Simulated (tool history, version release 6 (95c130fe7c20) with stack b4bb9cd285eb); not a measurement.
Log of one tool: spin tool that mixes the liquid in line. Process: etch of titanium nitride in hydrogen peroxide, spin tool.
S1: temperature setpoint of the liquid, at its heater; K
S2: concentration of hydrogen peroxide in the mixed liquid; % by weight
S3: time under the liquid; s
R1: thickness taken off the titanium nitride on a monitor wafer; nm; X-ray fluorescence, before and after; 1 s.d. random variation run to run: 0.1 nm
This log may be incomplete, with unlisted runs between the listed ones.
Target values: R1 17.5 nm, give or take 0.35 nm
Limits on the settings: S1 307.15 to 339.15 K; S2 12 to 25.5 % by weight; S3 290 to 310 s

| run | hour | S1 | S2 | S3 | R1 |
|---|---|---|---|---|---|
| 1 | 0 | 323.15 | 17.5 | 290 | 20.092 |
| 2 | 1.9 | 323.15 | 17.5 | 310 | 21.323 |
| 3 | 8.3 | 322.65 | 17.5 | 310 | 20.625 |
| 4 | 12.4 | 326.15 | 17.5 | 310 | 26.604 |
| 5 | 20.2 | 326.15 | 17.5 | 290 | 24.959 |
| 6 | 21.8 | 325.15 | 17.5 | 290 | 23.414 |
| 7 | 29.8 | 324.15 | 17.5 | 290 | 21.608 |
| 8 | 34.1 | 320.65 | 17.5 | 290 | 16.687 |

Which single option among these 5 for the next run brings every result within its allowed miss of target? Just one does.
| A | 38.4 | 321.65 | 15.5 | 305 | ? |
| B | 38.4 | 322.15 | 12.5 | 290 | ? |
| C | 38.4 | 319.65 | 17.5 | 310 | ? |
| D | 38.4 | 319.15 | 20.5 | 310 | ? |
| E | 38.4 | 320.65 | 17 | 290 | ? |

| move | R1 |
|---|---|
| A | 18.311 |
| B | 17.26 |
| C | 16.49 |
| D | 16.437 |
| E | 16.502 |
A: the result that was furthest off in the last run now lies on the other side of its target
B: all results in spec
C: its largest miss is bigger than the last run's
D: its largest miss is bigger than the last run's
E: its largest miss is bigger than the last run's
The right move is B.
